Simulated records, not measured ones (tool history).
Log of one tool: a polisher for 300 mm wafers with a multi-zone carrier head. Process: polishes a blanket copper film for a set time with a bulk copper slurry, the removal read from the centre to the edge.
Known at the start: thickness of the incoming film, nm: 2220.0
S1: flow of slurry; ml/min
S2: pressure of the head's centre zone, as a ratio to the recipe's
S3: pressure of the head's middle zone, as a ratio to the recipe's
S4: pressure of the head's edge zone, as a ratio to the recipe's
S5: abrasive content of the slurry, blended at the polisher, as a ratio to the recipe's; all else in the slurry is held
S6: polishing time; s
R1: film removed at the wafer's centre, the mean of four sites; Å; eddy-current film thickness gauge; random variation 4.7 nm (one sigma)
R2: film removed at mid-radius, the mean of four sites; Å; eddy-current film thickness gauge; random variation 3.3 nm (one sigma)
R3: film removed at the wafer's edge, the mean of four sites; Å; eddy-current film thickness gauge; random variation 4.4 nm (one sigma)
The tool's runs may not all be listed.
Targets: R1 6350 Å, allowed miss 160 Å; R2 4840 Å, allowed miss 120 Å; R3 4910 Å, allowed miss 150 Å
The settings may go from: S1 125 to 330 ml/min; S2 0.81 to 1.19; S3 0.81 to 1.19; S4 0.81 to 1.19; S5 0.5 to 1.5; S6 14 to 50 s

run 1 hour=0 | S1=210 S2=1 S3=1 S4=1 S5=1 S6=32 | R1=3803.9 R2=3819.5 R3=3770
run 2 hour=1.9 | S1=210 S2=1 S3=1 S4=1.05 S5=1 S6=32 | R1=3812.7 R2=3869.8 R3=3708.9
run 3 hour=9.4 | S1=225 S2=1.04 S3=0.99 S4=1.05 S5=1.1 S6=33 | R1=4227.2 R2=4006.8 R3=3992.1
run 4 hour=16.1 | S1=225 S2=1.04 S3=1.03 S4=1.05 S5=1.1 S6=33 | R1=4170.8 R2=4148.4 R3=3972.5
run 5 hour=20.9 | S1=225 S2=1.04 S3=1 S4=1.05 S5=1.1 S6=33 | R1=4202.4 R2=4110.7 R3=3989.2
run 6 hour=24.9 | S1=245 S2=1.07 S3=0.98 S4=1.02 S5=1.1 S6=34 | R1=4525.9 R2=4161.5 R3=4067.6
run 7 hour=28.2 | S1=255 S2=1.09 S3=0.97 S4=1.02 S5=1.2 S6=35 | R1=4845.7 R2=4351.5 R3=4256.9
run 8 hour=30 | S1=265 S2=1.11 S3=0.96 S4=1.02 S5=1.25 S6=36 | R1=5093.7 R2=4441.6 R3=4541.2
run 9 hour=38.5 | S1=265 S2=1.11 S3=0.96 S4=1.02 S5=1.25 S6=36 | R1=5121 R2=4435.4 R3=4438.1
run 10 hour=46.9 | S1=325 S2=1.19 S3=0.91 S4=0.99 S5=1.5 S6=37 | R1=5892.2 R2=4603.2 R3=4799.4
run 11 hour=53.7 | S1=325 S2=1.19 S3=0.9 S4=0.97 S5=1.5 S6=38 | R1=6166.8 R2=4714.2 R3=4901
run 12 hour=57.7 | S1=325 S2=1.19 S3=0.9 S4=0.96 S5=1.5 S6=38 | R1=6124.9 R2=4742.9 R3=4790.7

Which of these 4 next moves meets every target?
run A hour=61.7 | S1=330 S2=1.17 S3=0.87 S4=0.91 S5=1.3 S6=41 | R1=? R2=? R3=?
run B hour=61.7 | S1=325 S2=1.19 S3=0.82 S4=0.94 S5=1.4 S6=40 | R1=? R2=? R3=?
run C hour=61.7 | S1=315 S2=1.19 S3=0.91 S4=0.84 S5=1.35 S6=40 | R1=? R2=? R3=?
run D hour=61.7 | S1=330 S2=1.19 S3=0.84 S4=0.84 S5=1.4 S6=40 | R1=? R2=? R3=?

move=A R1=6361.8 R2=4820.6 R3=4919.4
move=B R1=6383.6 R2=4531.4 R3=4933.7
move=C R1=6326.3 R2=4892.1 R3=4640.9
move=D R1=6394.4 R2=4628.8 R3=4690.8
A: meets every target
B: brings the result that was furthest off to its target, and leaves another outside
C: brings the result that was furthest off to its target, and leaves another outside
D: brings the result that was furthest off to its target, and leaves another outside
Move A is the one to make.
